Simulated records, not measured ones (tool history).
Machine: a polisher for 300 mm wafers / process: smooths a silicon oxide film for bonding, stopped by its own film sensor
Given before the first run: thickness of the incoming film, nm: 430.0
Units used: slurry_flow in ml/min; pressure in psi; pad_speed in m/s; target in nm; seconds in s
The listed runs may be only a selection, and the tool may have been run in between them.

run,hour,slurry_flow,pressure,pad_speed,slurry_solids,target,seconds
1,0,270,2.6,0.92,1,367,60.041
2,8.4,270,2.6,0.8,1,367,66.618
3,16.8,335,2.6,0.8,1,367,64.826
4,24.1,335,2.6,1.02,1,367,56.284
5,31.5,335,2.4,1.02,1,367,61.434
6,33.9,335,2.4,1.02,1,374,53.82
7,38,335,2.3,0.98,1,374,57.377
8,45.7,335,2.2,0.94,1,374,61.427
9,48.5,335,2.1,0.92,1,374,65.064
10,56.1,335,2,0.9,1,374,67.724
11,62.6,335,1.9,0.88,1,374,74.499
12,63.7,335,1.8,0.88,1,374,76.758

Run 13 comes next. What will it give?
13,69.7,325,1.2,0.82,1,374,?

For run 13 the tool returned seconds 117.06 s.

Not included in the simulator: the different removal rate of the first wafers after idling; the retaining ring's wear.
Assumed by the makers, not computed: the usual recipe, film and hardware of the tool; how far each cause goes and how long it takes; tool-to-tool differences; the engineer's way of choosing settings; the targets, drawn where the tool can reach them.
